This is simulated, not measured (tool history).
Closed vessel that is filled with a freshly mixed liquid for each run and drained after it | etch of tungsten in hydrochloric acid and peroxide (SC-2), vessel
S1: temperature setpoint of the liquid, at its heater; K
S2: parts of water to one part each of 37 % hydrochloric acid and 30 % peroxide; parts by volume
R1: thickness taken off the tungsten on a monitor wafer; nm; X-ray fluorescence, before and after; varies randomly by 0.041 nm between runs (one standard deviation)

{"run": 1, "hour": 0.0, "S1": 328.15, "S2": 6.5, "time in the liquid (s)": 30, "R1": 7.0106}
{"run": 2, "hour": 6.8, "S1": 328.15, "S2": 5.5, "time in the liquid (s)": 30, "R1": 7.9686}
{"run": 3, "hour": 9.3, "S1": 328.15, "S2": 4.5, "time in the liquid (s)": 30, "R1": 9.1885}
{"run": 4, "hour": 14.0, "S1": 328.15, "S2": 4.5, "time in the liquid (s)": 30, "R1": 9.1371}
{"run": 5, "hour": 21.1, "S1": 328.15, "S2": 4.5, "time in the liquid (s)": 30, "R1": 9.2105}
{"run": 6, "hour": 30.1, "S1": 321.65, "S2": 4.5, "time in the liquid (s)": 30, "R1": 5.9532}

Expected results for the next run?
{"run": 7, "hour": 36.9, "S1": 323.65, "S2": 4.5, "time in the liquid (s)": 30, "R1": "?"}

R1: 6.8981 nm

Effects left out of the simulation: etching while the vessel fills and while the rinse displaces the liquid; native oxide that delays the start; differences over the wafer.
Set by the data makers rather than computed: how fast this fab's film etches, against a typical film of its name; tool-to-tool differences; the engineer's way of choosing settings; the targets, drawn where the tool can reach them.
